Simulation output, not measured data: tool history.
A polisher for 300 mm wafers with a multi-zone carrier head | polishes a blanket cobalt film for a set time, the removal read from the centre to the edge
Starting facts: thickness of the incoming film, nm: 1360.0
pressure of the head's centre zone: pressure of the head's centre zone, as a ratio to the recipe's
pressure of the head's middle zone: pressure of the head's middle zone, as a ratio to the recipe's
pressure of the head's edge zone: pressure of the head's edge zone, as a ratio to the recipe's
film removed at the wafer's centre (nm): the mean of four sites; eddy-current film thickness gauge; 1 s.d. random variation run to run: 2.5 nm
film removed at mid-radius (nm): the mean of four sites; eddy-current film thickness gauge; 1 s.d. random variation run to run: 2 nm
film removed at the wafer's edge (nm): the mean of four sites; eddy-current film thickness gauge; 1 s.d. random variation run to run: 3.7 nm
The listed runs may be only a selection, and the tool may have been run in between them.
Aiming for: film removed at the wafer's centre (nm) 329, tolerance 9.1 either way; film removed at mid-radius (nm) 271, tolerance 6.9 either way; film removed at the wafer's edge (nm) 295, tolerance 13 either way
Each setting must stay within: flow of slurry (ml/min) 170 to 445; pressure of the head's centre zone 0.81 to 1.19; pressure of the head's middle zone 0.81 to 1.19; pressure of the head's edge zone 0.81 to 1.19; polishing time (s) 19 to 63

run,hour,flow of slurry (ml/min),pressure of the head's centre zone,pressure of the head's middle zone,pressure of the head's edge zone,polishing time (s),film removed at the wafer's centre (nm),film removed at mid-radius (nm),film removed at the wafer's edge (nm)
1,0,285,1,1,1,41,218.46,217.97,215.31
2,4,295,1.05,1,1.05,43,242.51,229.92,236.25
3,6,360,1.05,1,1.05,43,249.95,236.43,241.59
4,12.4,370,1.09,1,1.08,44,261.85,240.36,256.17
5,16.3,370,1.09,1,1.08,37,221.6,201.28,213.41
6,18.6,380,1.12,1,1.08,40,247.74,220.01,226.91
7,27,390,1.14,0.99,1.1,42,264.41,229.14,241.46
8,34.5,405,1.19,0.98,1.15,51,337.52,275.52,294.58
9,38,400,1.18,0.98,1.15,51,336.06,277.31,300.57

Next run, 4 choices. One meets every target within its allowed miss, the rest don't. Which?
A,41.5,445,1.18,0.98,1.19,53,?,?,?
B,41.5,445,1.19,0.98,1.17,49,?,?,?
C,41.5,390,1.19,1.05,1.15,51,?,?,?
D,41.5,445,1.19,1.06,1.09,50,?,?,?

move,film removed at the wafer's centre (nm),film removed at mid-radius (nm),film removed at the wafer's edge (nm)
A,348.43,290.81,317.62
B,324.88,268.85,291.06
C,333.28,292.67,296.86
D,331.7,293.22,286.11
A: misses by more than the last run did
B: every result lands within tolerance
C: misses by more than the last run did
D: misses by more than the last run did
Correct choice: B, which meets every target
